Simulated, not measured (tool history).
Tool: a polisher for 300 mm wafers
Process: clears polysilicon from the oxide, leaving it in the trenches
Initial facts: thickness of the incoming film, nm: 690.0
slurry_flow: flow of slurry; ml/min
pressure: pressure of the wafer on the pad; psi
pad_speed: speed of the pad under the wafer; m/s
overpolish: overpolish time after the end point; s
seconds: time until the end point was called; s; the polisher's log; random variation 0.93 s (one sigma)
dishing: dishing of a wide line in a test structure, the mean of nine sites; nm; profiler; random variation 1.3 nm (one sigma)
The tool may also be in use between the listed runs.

Run 1, day 0.000: slurry_flow 230 ml/min, pressure 1.9 psi, pad_speed 1.20 m/s, overpolish 19 s. Result: seconds 68.373 s, dishing 64.127 nm.
Run 2, day 0.175: slurry_flow 230 ml/min, pressure 2.3 psi, pad_speed 1.20 m/s, overpolish 19 s. Result: seconds 59.334 s, dishing 61.148 nm.
Run 3, day 0.317: slurry_flow 230 ml/min, pressure 2.3 psi, pad_speed 1.20 m/s, overpolish 15 s. Result: seconds 59.403 s, dishing 59.524 nm.
Run 4, day 0.517: slurry_flow 230 ml/min, pressure 2.3 psi, pad_speed 1.18 m/s, overpolish 14 s. Result: seconds 61.369 s, dishing 58.086 nm.
Run 5, day 0.729: slurry_flow 230 ml/min, pressure 2.3 psi, pad_speed 1.18 m/s, overpolish 18 s. Result: seconds 61.137 s, dishing 62.434 nm.
Run 6, day 0.971: slurry_flow 230 ml/min, pressure 2.3 psi, pad_speed 1.00 m/s, overpolish 18 s. Result: seconds 71.674 s, dishing 60.919 nm.
Run 7, day 1.175: slurry_flow 230 ml/min, pressure 2.3 psi, pad_speed 1.00 m/s, overpolish 17 s. Result: seconds 71.143 s, dishing 60.304 nm.
Run 8, day 1.292: slurry_flow 230 ml/min, pressure 2.3 psi, pad_speed 1.00 m/s, overpolish 17 s. Result: seconds 71.502 s, dishing 62.294 nm.

Run 9 has not been measured yet. What should we expect?
Run 9, day 1.583: slurry_flow 225 ml/min, pressure 2.3 psi, pad_speed 1.00 m/s, overpolish 16 s. Result: seconds ?, dishing ?.

seconds: 72.315 s
dishing: 58.130 nm
